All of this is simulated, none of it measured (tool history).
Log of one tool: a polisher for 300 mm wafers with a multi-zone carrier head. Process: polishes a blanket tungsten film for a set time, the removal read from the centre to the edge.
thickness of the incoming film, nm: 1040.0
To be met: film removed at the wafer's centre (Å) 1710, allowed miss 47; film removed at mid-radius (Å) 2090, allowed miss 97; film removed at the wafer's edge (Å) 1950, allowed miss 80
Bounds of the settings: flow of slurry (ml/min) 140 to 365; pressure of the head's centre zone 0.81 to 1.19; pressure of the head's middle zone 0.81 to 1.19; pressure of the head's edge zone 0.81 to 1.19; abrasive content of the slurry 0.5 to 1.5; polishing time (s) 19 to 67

run	hour	flow of slurry (ml/min)	pressure of the head's centre zone	pressure of the head's middle zone	pressure of the head's edge zone	abrasive content of the slurry	polishing time (s)	film removed at the wafer's centre (Å)	film removed at mid-radius (Å)	film removed at the wafer's edge (Å)
1	0	235	1	1	1	1	43	3754.6	3825.9	3777
2	4.8	235	1.06	1	1	1	43	3969.7	3783.8	3767.9
3	6.8	235	1.06	1	1.08	1	43	4000.8	3744.6	3766.6
4	9	235	1.06	0.93	1.08	1	43	3977.5	3603.2	3822
5	10.5	235	1	0.93	1.08	1	43	3740.4	3637.3	3928.7
6	11.1	230	0.98	0.97	1.06	0.9	37	3119.7	3131	3249.8
7	14.9	225	0.95	1	1.05	0.8	33	2548.5	2719.4	2712
8	18.5	225	0.95	1	1.05	0.8	33	2566.9	2745.8	2704.9
9	26.3	215	0.93	1.01	1.05	0.75	31	2314.6	2439.8	2542
10	29.3	215	0.91	1.04	1.02	0.7	30	2148.2	2436.4	2359.9
11	31	215	0.91	1.04	1.02	0.7	30	2149.6	2438.8	2329.2
12	33.2	205	0.89	1.04	1	0.65	30	2042.8	2318.2	2298.3
13	34.1	205	0.88	1.05	0.98	0.6	30	1964.6	2258.8	2199.9
14	40.5	200	0.87	1.06	0.95	0.6	30	1945.2	2337.6	2150.6
15	48.3	195	0.86	1.05	0.94	0.6	30	1914.9	2305.7	2134
16	51.3	190	0.85	1.04	0.93	0.6	30	1881.3	2332.9	2182.3
17	52.9	190	0.85	1.04	0.93	0.6	29	1832.7	2200.7	2070.8
18	53.4	185	0.84	1.04	0.92	0.6	29	1813.7	2178.4	2034.9
19	58	180	0.83	1.04	0.91	0.6	29	1801.4	2189.6	2051.2
20	61.7	175	0.83	1.04	0.9	0.6	29	1741.7	2176	2026.4
21	68.1	175	0.83	1.04	0.89	0.6	29	1768.3	2188.9	1977.6
22	74.9	170	0.83	1.03	0.89	0.6	29	1749.1	2215.6	2015.2
23	81.3	175	0.83	1.03	0.89	0.6	29	1752.1	2109.6	2046.4
24	83.7	170	0.83	1.03	0.88	0.6	29	1765.8	2188.6	2048.9
25	89.7	170	0.83	1.03	0.88	0.6	29	1783.1	2144.5	1988.2
26	91.1	155	0.81	1.02	0.88	0.55	29	1647.9	2032.3	1965.4

Which of these 5 next moves meets every target?
A	92.5	140	0.81	0.89	0.93	0.6	29	?	?	?
B	92.5	180	0.81	1.05	0.89	0.55	28	?	?	?
C	92.5	140	0.81	0.98	0.93	0.6	28	?	?	?
D	92.5	140	0.81	0.93	0.94	0.55	31	?	?	?
E	92.5	140	0.82	0.99	0.82	0.5	31	?	?	?

move	film removed at the wafer's centre (Å)	film removed at mid-radius (Å)	film removed at the wafer's edge (Å)
A	1709.3	1910.7	2056.3
B	1647.9	2031.6	1926.7
C	1651.1	1955.9	1983.6
D	1773.8	2035.5	2141.5
E	1734.5	2044.6	1966.5
A: brings the result that was furthest off to its target, and leaves another outside
B: as far off as the last run
C: as far off as the last run
D: takes the result that was furthest off past its target
E: meets every target
Answer: E
